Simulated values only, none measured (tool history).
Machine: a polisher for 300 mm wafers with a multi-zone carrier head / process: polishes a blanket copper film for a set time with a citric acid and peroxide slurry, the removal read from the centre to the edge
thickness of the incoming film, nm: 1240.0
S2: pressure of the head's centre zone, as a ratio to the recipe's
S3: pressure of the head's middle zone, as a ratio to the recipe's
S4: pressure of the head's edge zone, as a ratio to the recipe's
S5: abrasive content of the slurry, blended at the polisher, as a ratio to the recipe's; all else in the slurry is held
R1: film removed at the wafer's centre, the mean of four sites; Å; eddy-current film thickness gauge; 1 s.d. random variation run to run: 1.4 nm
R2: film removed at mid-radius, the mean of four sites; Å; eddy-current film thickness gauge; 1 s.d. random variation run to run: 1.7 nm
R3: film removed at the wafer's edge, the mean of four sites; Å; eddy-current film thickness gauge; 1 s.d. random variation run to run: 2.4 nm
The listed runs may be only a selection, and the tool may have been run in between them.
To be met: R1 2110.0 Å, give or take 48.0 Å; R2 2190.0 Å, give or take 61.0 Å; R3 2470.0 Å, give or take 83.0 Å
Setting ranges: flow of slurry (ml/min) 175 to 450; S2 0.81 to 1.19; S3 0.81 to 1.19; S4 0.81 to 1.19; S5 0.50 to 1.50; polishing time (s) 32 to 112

Run 1, hour 0.0: flow of slurry (ml/min) 290, S2 1.00, S3 1.00, S4 1.00, S5 1.00, polishing time (s) 72. Result: R1 2612.1 Å, R2 2585.2 Å, R3 2688.1 Å.
Run 2, hour 7.9: flow of slurry (ml/min) 290, S2 1.00, S3 1.00, S4 1.00, S5 0.90, polishing time (s) 72. Result: R1 2580.1 Å, R2 2539.4 Å, R3 2680.1 Å.
Run 3, hour 15.0: flow of slurry (ml/min) 290, S2 1.00, S3 1.06, S4 1.00, S5 0.90, polishing time (s) 72. Result: R1 2595.0 Å, R2 2664.6 Å, R3 2627.0 Å.
Run 4, hour 21.1: flow of slurry (ml/min) 285, S2 0.99, S3 1.04, S4 0.99, S5 0.90, polishing time (s) 72. Result: R1 2527.6 Å, R2 2624.9 Å, R3 2668.9 Å.
Run 5, hour 28.0: flow of slurry (ml/min) 285, S2 0.99, S3 1.04, S4 0.99, S5 1.00, polishing time (s) 72. Result: R1 2622.0 Å, R2 2697.7 Å, R3 2644.6 Å.
Run 6, hour 31.5: flow of slurry (ml/min) 285, S2 1.05, S3 1.04, S4 0.99, S5 1.00, polishing time (s) 72. Result: R1 2740.1 Å, R2 2693.9 Å, R3 2660.3 Å.
Run 7, hour 39.2: flow of slurry (ml/min) 285, S2 1.05, S3 1.04, S4 0.99, S5 1.00, polishing time (s) 72. Result: R1 2740.6 Å, R2 2663.0 Å, R3 2702.7 Å.
Run 8, hour 45.8: flow of slurry (ml/min) 280, S2 1.03, S3 1.02, S4 0.98, S5 1.00, polishing time (s) 72. Result: R1 2687.5 Å, R2 2591.4 Å, R3 2652.0 Å.
Run 9, hour 53.7: flow of slurry (ml/min) 225, S2 0.93, S3 0.92, S4 1.00, S5 0.90, polishing time (s) 72. Result: R1 2351.7 Å, R2 2308.6 Å, R3 2623.7 Å.
Run 10, hour 56.1: flow of slurry (ml/min) 225, S2 0.92, S3 0.92, S4 0.99, S5 0.90, polishing time (s) 72. Result: R1 2350.5 Å, R2 2292.3 Å, R3 2589.3 Å.
Run 11, hour 57.4: flow of slurry (ml/min) 225, S2 0.91, S3 0.92, S4 0.99, S5 0.90, polishing time (s) 72. Result: R1 2280.3 Å, R2 2344.4 Å, R3 2556.5 Å.
Run 12, hour 66.4: flow of slurry (ml/min) 225, S2 0.90, S3 0.91, S4 0.99, S5 0.90, polishing time (s) 72. Result: R1 2258.6 Å, R2 2262.5 Å, R3 2576.3 Å.
Run 13, hour 74.6: flow of slurry (ml/min) 225, S2 0.89, S3 0.91, S4 0.99, S5 0.90, polishing time (s) 72. Result: R1 2262.6 Å, R2 2294.6 Å, R3 2606.6 Å.
Run 14, hour 83.6: flow of slurry (ml/min) 220, S2 0.89, S3 0.91, S4 0.98, S5 0.90, polishing time (s) 72. Result: R1 2246.0 Å, R2 2304.8 Å, R3 2544.7 Å.

Pick the move, out of 5, that brings all results within their allowed miss; only one does.
Run A, hour 92.6: flow of slurry (ml/min) 205, S2 0.89, S3 0.92, S4 1.00, S5 0.85, polishing time (s) 69. Result: R1 ?, R2 ?, R3 ?.
Run B, hour 92.6: flow of slurry (ml/min) 220, S2 0.87, S3 1.00, S4 1.00, S5 0.85, polishing time (s) 70. Result: R1 ?, R2 ?, R3 ?.
Run C, hour 92.6: flow of slurry (ml/min) 245, S2 0.82, S3 0.84, S4 1.05, S5 1.15, polishing time (s) 70. Result: R1 ?, R2 ?, R3 ?.
Run D, hour 92.6: flow of slurry (ml/min) 180, S2 0.92, S3 0.99, S4 0.85, S5 0.70, polishing time (s) 74. Result: R1 ?, R2 ?, R3 ?.
Run E, hour 92.6: flow of slurry (ml/min) 270, S2 0.90, S3 0.92, S4 0.94, S5 0.90, polishing time (s) 70. Result: R1 ?, R2 ?, R3 ?.

move      R1      R2      R3
   A  2124.9  2204.4  2488.9
   B  2126.4  2415.6  2535.7
   C  2138.5  2226.2  2761.3
   D  2246.8  2402.7  2383.3
   E  2265.3  2317.8  2529.3
A: hits every target within its allowed miss
B: meets the target for the result that was furthest off, but another lies outside its allowed miss
C: meets the target for the result that was furthest off, but another lies outside its allowed miss
D: misses by more than the last run did
E: misses by more than the last run did
Go with A: it meets all targets.
